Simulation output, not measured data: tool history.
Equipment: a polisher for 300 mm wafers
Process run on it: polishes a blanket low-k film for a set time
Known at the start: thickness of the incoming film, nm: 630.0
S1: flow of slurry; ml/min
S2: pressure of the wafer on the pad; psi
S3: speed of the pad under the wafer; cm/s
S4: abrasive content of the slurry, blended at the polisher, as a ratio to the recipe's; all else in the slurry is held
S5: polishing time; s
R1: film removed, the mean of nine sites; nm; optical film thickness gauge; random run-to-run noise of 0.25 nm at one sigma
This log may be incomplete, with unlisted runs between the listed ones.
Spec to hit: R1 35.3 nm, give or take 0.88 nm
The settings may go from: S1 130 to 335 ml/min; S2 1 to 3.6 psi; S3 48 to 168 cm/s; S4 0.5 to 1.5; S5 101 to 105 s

{"run": 1, "hour": 0.0, "S1": 215, "S2": 2.3, "S3": 108, "S4": 1, "S5": 101, "R1": 55.223}
{"run": 2, "hour": 6.5, "S1": 175, "S2": 2.3, "S3": 108, "S4": 1, "S5": 101, "R1": 53.959}
{"run": 3, "hour": 8.5, "S1": 175, "S2": 2.3, "S3": 108, "S4": 1.2, "S5": 101, "R1": 59.238}
{"run": 4, "hour": 11.0, "S1": 170, "S2": 1.9, "S3": 108, "S4": 1.2, "S5": 101, "R1": 49.863}
{"run": 5, "hour": 19.6, "S1": 170, "S2": 1.9, "S3": 108, "S4": 1.2, "S5": 105, "R1": 51.614}
{"run": 6, "hour": 23.1, "S1": 165, "S2": 1.7, "S3": 108, "S4": 1.2, "S5": 105, "R1": 45.973}
{"run": 7, "hour": 30.2, "S1": 160, "S2": 1.5, "S3": 108, "S4": 1.2, "S5": 105, "R1": 40.374}
{"run": 8, "hour": 33.3, "S1": 155, "S2": 1.4, "S3": 108, "S4": 1.2, "S5": 105, "R1": 38.076}

Which one of the following 4 next-run settings gets every result inside its allowed miss? There is exactly one.
{"run": "A", "hour": 36.4, "S1": 195, "S2": 1.7, "S3": 86, "S4": 0.9, "S5": 105, "R1": "?"}
{"run": "B", "hour": 36.4, "S1": 180, "S2": 1.2, "S3": 108, "S4": 1.25, "S5": 103, "R1": "?"}
{"run": "C", "hour": 36.4, "S1": 130, "S2": 1.3, "S3": 108, "S4": 1.15, "S5": 105, "R1": "?"}
{"run": "D", "hour": 36.4, "S1": 195, "S2": 1.5, "S3": 94, "S4": 1.15, "S5": 101, "R1": "?"}

move=A R1=32.935
move=B R1=33.792
move=C R1=33.269
move=D R1=35.491
A: takes the biggest miss from the last run beyond its target
B: takes the biggest miss from the last run beyond its target
C: takes the biggest miss from the last run beyond its target
D: hits every target within its allowed miss
Answer: D
